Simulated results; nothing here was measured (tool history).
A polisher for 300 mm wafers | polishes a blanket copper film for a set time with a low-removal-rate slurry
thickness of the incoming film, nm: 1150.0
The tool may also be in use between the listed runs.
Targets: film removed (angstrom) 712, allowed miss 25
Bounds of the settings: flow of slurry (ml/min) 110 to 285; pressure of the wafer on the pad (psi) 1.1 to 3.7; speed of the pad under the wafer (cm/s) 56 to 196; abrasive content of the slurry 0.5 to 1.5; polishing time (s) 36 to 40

run,day,flow of slurry (ml/min),pressure of the wafer on the pad (psi),speed of the pad under the wafer (cm/s),abrasive content of the slurry,polishing time (s),film removed (angstrom)
1,0,180,2.4,126,1,40,926.02
2,0.029,180,2.4,156,1,40,1141.1
3,0.171,180,2.4,156,1,40,1144.2
4,0.533,180,2.4,156,0.8,40,1065.2
5,0.583,180,2.3,156,0.8,40,1024.3
6,0.729,180,2.3,186,0.8,40,1207.8
7,0.821,180,2.1,186,0.8,40,1116.3
8,1.067,180,2,186,0.8,40,1067.6
9,1.212,180,1.9,186,0.8,40,1006.1
# day 1.429: head pressure recalibrated
10,1.429,180,1.9,186,0.8,40,1056
11,1.575,180,1.8,184,0.8,40,1028.3
12,1.862,180,1.8,184,0.8,40,1023.9
13,1.938,180,1.7,180,0.8,40,938.35
14,2.238,180,1.6,178,0.8,40,852.7
15,2.388,175,1.4,178,0.8,40,764.92
16,2.5,170,1.4,178,0.8,40,760.11
17,2.858,165,1.4,178,0.8,40,766.06
18,2.988,160,1.4,178,0.8,40,761.34
19,3.188,155,1.4,178,0.8,40,752.89
20,3.558,150,1.4,178,0.8,40,738.1

Which of these 4 next moves meets every target?
A,3.929,120,1.7,158,0.8,37,?
B,3.929,145,1.4,194,0.8,39,?
C,3.929,205,1.5,194,0.65,38,?
D,3.929,140,1.6,154,0.8,37,?

move,film removed (angstrom)
A,711.71
B,790.49
C,808.39
D,675.24
A: meets every target
B: further off than the last run
C: further off than the last run
D: takes the result that was furthest off past its target
Move A is the one to make.
